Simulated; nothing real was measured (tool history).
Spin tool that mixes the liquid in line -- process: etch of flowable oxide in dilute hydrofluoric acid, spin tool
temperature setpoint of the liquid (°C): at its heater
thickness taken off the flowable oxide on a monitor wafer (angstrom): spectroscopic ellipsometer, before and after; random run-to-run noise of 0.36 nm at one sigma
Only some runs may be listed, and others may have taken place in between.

run    day  temperature setpoint of the liquid (°C)  parts of water to one part of 49 % hydrofluoric acid (parts by volume)  time under the liquid (s)  thickness taken off the flowable oxide on a monitor wafer (angstrom)
  1  0.000                                     22.0                                                                     265                        300                                                                237.56
  2  0.079                                     22.0                                                                     265                        300                                                                232.24
  3  0.292                                     24.5                                                                     265                        300                                                                255.17
  4  0.650                                     24.5                                                                     265                        300                                                                253.96
  5  0.967                                     24.5                                                                     265                        320                                                                275.29
  6  1.158                                     25.0                                                                     250                        320                                                                300.61
  7  1.438                                     25.5                                                                     235                        320                                                                329.81

Run 8 has not been measured yet. What should we expect?
  8  1.662                                     26.0                                                                     225                        320                                                                     ?

thickness taken off the flowable oxide on a monitor wafer (angstrom): 356.02
